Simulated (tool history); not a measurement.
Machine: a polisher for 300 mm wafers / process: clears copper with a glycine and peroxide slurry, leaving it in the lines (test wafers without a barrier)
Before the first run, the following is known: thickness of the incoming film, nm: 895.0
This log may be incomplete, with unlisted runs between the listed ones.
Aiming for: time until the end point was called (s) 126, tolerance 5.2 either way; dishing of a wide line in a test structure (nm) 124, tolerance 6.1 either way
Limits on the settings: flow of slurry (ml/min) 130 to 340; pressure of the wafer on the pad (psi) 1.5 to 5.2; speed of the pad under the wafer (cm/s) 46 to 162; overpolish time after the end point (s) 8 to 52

run	day	flow of slurry (ml/min)	pressure of the wafer on the pad (psi)	speed of the pad under the wafer (cm/s)	overpolish time after the end point (s)	time until the end point was called (s)	dishing of a wide line in a test structure (nm)
1	0	220	3.3	104	26	125.54	91.499
2	0.133	220	3.3	104	30	126.89	101.43
3	0.4	165	3.3	104	30	131.03	96.798
4	0.625	170	3.4	104	32	127.11	100.51
5	0.658	170	3.4	104	27	124.89	94.134
6	0.758	170	3.5	104	31	122.8	102.69
7	1.1	170	3.5	104	34	125.46	105.25
8	1.425	175	3.5	104	37	121.67	112.6
9	1.758	160	3.4	102	44	124.32	115.33

Pick the move, out of 4, that brings all results within their allowed miss; only one does.
A	2.092	170	3.3	104	50	?	?
B	2.092	135	3.5	88	52	?	?
C	2.092	180	4.2	62	49	?	?
D	2.092	165	3.4	88	52	?	?

move	time until the end point was called (s)	dishing of a wide line in a test structure (nm)
A	128.05	121.8
B	140.22	121.58
C	144.88	121.54
D	139.28	121.47
A: hits every target within its allowed miss
B: the worst result of the last run now meets its target, but another is out of spec
C: the worst result of the last run now meets its target, but another is out of spec
D: the worst result of the last run now meets its target, but another is out of spec
The move that meets every target is A.
